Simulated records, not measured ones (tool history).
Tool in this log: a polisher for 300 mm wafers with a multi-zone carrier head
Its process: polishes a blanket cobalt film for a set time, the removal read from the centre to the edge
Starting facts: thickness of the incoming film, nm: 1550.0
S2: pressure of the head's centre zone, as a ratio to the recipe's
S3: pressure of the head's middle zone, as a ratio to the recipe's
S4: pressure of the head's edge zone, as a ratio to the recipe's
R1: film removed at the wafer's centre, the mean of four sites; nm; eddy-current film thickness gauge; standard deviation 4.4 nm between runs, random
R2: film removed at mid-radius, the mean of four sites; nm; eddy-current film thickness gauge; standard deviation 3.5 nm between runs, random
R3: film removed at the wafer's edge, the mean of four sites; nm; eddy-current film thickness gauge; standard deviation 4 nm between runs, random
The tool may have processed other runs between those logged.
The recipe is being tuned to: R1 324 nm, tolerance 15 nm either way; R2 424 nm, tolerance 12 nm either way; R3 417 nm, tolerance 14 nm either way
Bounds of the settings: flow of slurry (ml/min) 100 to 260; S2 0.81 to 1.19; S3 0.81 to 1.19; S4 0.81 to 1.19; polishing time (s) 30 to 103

{"run": 1, "hour": 0.0, "flow of slurry (ml/min)": 165, "S2": 1, "S3": 1, "S4": 1, "polishing time (s)": 66, "R1": 446.92, "R2": 450.74, "R3": 447.74}
{"run": 2, "hour": 2.5, "flow of slurry (ml/min)": 165, "S2": 1.06, "S3": 1, "S4": 1, "polishing time (s)": 66, "R1": 477.6, "R2": 452.73, "R3": 452.6}
{"run": 3, "hour": 3.4, "flow of slurry (ml/min)": 165, "S2": 1.06, "S3": 1, "S4": 0.97, "polishing time (s)": 66, "R1": 481.97, "R2": 451.68, "R3": 448.52}
{"run": 4, "hour": 6.6, "flow of slurry (ml/min)": 165, "S2": 1.06, "S3": 1, "S4": 0.97, "polishing time (s)": 77, "R1": 562.7, "R2": 523.05, "R3": 525.04}
{"run": 5, "hour": 13.1, "flow of slurry (ml/min)": 155, "S2": 1.01, "S3": 1.01, "S4": 0.99, "polishing time (s)": 74, "R1": 510.96, "R2": 508.01, "R3": 501.87}
{"run": 6, "hour": 16.7, "flow of slurry (ml/min)": 150, "S2": 0.97, "S3": 1.01, "S4": 1.02, "polishing time (s)": 71, "R1": 454.83, "R2": 480.42, "R3": 479.24}
{"run": 7, "hour": 19.4, "flow of slurry (ml/min)": 140, "S2": 0.94, "S3": 1.01, "S4": 1.03, "polishing time (s)": 70, "R1": 422.61, "R2": 472.62, "R3": 472.44}
{"run": 8, "hour": 22.0, "flow of slurry (ml/min)": 135, "S2": 0.91, "S3": 1.01, "S4": 1.02, "polishing time (s)": 69, "R1": 407.42, "R2": 460.12, "R3": 461.4}
{"run": 9, "hour": 29.0, "flow of slurry (ml/min)": 130, "S2": 0.89, "S3": 1.02, "S4": 1.02, "polishing time (s)": 68, "R1": 392.92, "R2": 444.29, "R3": 452.97}
{"run": 10, "hour": 33.3, "flow of slurry (ml/min)": 110, "S2": 0.81, "S3": 1.12, "S4": 1.08, "polishing time (s)": 61, "R1": 297.44, "R2": 421.07, "R3": 404.4}

Exercise: of the 5 proposed moves below, exactly one satisfies all targets within the stated allowed misses. Which move is it?
{"run": "A", "hour": 37.6, "flow of slurry (ml/min)": 110, "S2": 0.92, "S3": 1.14, "S4": 1.02, "polishing time (s)": 60, "R1": "?", "R2": "?", "R3": "?"}
{"run": "B", "hour": 37.6, "flow of slurry (ml/min)": 125, "S2": 0.81, "S3": 1.19, "S4": 1.14, "polishing time (s)": 57, "R1": "?", "R2": "?", "R3": "?"}
{"run": "C", "hour": 37.6, "flow of slurry (ml/min)": 105, "S2": 0.87, "S3": 1.15, "S4": 1.17, "polishing time (s)": 62, "R1": "?", "R2": "?", "R3": "?"}
{"run": "D", "hour": 37.6, "flow of slurry (ml/min)": 105, "S2": 0.81, "S3": 1.18, "S4": 1.09, "polishing time (s)": 60, "R1": "?", "R2": "?", "R3": "?"}
{"run": "E", "hour": 37.6, "flow of slurry (ml/min)": 125, "S2": 0.89, "S3": 1.15, "S4": 1.01, "polishing time (s)": 59, "R1": "?", "R2": "?", "R3": "?"}

move=A R1=335.16 R2=419.57 R3=381.24
move=B R1=292.15 R2=429.34 R3=390.26
move=C R1=321.81 R2=430.38 R3=414.86
move=D R1=289.82 R2=426.05 R3=388.45
move=E R1=332.46 R2=431.36 R3=382.85
A: the furthest-off result lands on target, but another misses its tolerance
B: moves away from the targets compared with the last run
C: all results land within tolerance of their targets
D: moves away from the targets compared with the last run
E: the furthest-off result lands on target, but another misses its tolerance
Move C is the one to make.

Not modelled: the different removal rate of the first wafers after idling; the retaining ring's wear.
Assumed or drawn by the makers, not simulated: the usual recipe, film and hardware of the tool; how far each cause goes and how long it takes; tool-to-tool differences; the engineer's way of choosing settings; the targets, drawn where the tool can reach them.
